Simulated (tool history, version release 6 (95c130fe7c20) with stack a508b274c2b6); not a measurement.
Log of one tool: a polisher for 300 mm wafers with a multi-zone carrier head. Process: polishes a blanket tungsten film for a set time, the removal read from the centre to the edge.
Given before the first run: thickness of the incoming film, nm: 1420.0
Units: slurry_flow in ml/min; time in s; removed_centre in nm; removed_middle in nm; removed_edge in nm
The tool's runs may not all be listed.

| run | hour | slurry_flow | centre_zone | middle_zone | edge_zone | slurry_solids | time | removed_centre | removed_middle | removed_edge |
|---|---|---|---|---|---|---|---|---|---|---|
| 1 | 0.0 | 130 | 1.00 | 1.00 | 1.00 | 1.00 | 76 | 371.44 | 364.89 | 379.43 |
| 2 | 4.7 | 130 | 1.00 | 1.00 | 1.04 | 1.00 | 76 | 367.63 | 369.61 | 388.17 |
| 3 | 10.8 | 120 | 0.97 | 0.99 | 1.01 | 0.95 | 76 | 353.70 | 352.59 | 371.89 |
| 4 | 14.7 | 100 | 0.97 | 0.99 | 1.01 | 0.95 | 76 | 333.74 | 339.20 | 358.73 |
| 5 | 20.1 | 100 | 0.97 | 0.92 | 1.01 | 0.95 | 76 | 331.73 | 316.71 | 362.09 |
| 6 | 24.5 | 100 | 0.97 | 0.98 | 1.01 | 0.95 | 76 | 338.13 | 336.41 | 364.81 |

Expected results for the next run?
| 7 | 32.5 | 95 | 0.94 | 0.97 | 0.99 | 0.95 | 76 | ? | ? | ? |

{"run 7": {"removed_centre": 322.72, "removed_middle": 325.34, "removed_edge": 359.97}}
